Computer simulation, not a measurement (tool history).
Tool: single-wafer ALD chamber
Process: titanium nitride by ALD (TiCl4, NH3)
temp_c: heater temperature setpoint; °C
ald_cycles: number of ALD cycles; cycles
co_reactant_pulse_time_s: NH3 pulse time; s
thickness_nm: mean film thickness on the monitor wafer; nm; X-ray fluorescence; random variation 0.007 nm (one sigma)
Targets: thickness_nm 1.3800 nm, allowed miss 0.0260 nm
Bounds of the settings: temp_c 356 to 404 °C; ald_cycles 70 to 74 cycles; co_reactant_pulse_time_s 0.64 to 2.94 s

| run | hour | temp_c | ald_cycles | co_reactant_pulse_time_s | thickness_nm |
|---|---|---|---|---|---|
| 1 | 0.0 | 380 | 74 | 1.79 | 1.5012 |
| 2 | 6.4 | 380 | 74 | 2.01 | 1.4988 |
| 3 | 7.3 | 380 | 74 | 2.01 | 1.4928 |
| 4 | 15.8 | 380 | 70 | 2.01 | 1.4165 |
| 5 | 19.4 | 380 | 70 | 2.29 | 1.4193 |
| 6 | 28.3 | 380 | 74 | 2.29 | 1.5128 |
| 7 | 30.0 | 376 | 73 | 2.06 | 1.4685 |
| 8 | 36.0 | 372 | 72 | 2.00 | 1.4495 |

4 next moves are on the table. One of them brings every result within its allowed miss. Which?
| A | 42.0 | 365 | 70 | 1.79 | ? |
| B | 42.0 | 380 | 72 | 2.14 | ? |
| C | 42.0 | 379 | 71 | 2.25 | ? |
| D | 42.0 | 379 | 72 | 1.99 | ? |

| move | thickness_nm |
|---|---|
| A | 1.3763 |
| B | 1.4669 |
| C | 1.4502 |
| D | 1.4585 |
A: meets every target
B: further off than the last run
C: as far off as the last run
D: further off than the last run
Answer: A

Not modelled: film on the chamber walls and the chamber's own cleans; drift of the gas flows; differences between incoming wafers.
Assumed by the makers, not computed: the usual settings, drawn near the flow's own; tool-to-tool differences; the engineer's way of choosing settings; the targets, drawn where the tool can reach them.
